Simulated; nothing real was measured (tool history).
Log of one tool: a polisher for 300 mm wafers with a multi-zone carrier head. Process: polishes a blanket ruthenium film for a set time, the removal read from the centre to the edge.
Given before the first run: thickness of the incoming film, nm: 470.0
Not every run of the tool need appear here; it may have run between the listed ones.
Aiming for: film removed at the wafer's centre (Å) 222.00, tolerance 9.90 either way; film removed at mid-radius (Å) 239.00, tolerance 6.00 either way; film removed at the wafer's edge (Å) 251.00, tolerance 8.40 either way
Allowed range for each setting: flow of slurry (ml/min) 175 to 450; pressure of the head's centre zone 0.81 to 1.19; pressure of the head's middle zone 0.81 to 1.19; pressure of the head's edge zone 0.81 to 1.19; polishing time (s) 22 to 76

run,hour,flow of slurry (ml/min),pressure of the head's centre zone,pressure of the head's middle zone,pressure of the head's edge zone,polishing time (s),film removed at the wafer's centre (Å),film removed at mid-radius (Å),film removed at the wafer's edge (Å)
1,0.0,290,1.00,1.00,1.00,49,318.70,321.48,326.79
2,6.9,290,1.00,1.00,1.00,58,379.33,385.17,378.08
3,11.9,290,1.00,1.00,1.04,58,380.17,387.26,381.94
4,15.7,285,0.98,1.00,1.02,52,331.41,346.93,348.30
5,19.0,285,0.90,1.00,1.02,52,304.55,342.70,338.62
6,23.0,285,0.90,1.00,0.96,52,319.34,347.04,330.21
7,24.4,250,0.81,0.90,0.96,38,205.63,226.10,242.37
8,28.8,260,0.82,0.91,0.96,38,205.40,228.77,248.92
9,36.9,265,0.83,0.92,0.95,38,209.91,230.49,241.28
10,44.9,270,0.84,0.92,0.96,38,212.51,234.02,248.63
11,51.9,275,0.85,0.92,0.96,38,217.88,230.53,243.23

Which one of the following 4 next-run settings gets every result inside its allowed miss? There is exactly one.
A,58.9,340,0.85,0.83,0.91,38,?,?,?
B,58.9,280,0.84,0.91,0.94,39,?,?,?
C,58.9,350,0.93,0.94,0.91,35,?,?,?
D,58.9,270,0.89,0.99,0.85,37,?,?,?

move,film removed at the wafer's centre (Å),film removed at mid-radius (Å),film removed at the wafer's edge (Å)
A,221.45,218.19,247.53
B,220.44,236.26,252.72
C,219.25,222.63,228.12
D,217.58,239.02,230.66
A: its largest miss is bigger than the last run's
B: every result within its allowed miss
C: its largest miss is bigger than the last run's
D: brings the result that was furthest off to its target, and leaves another outside
B meets every target.
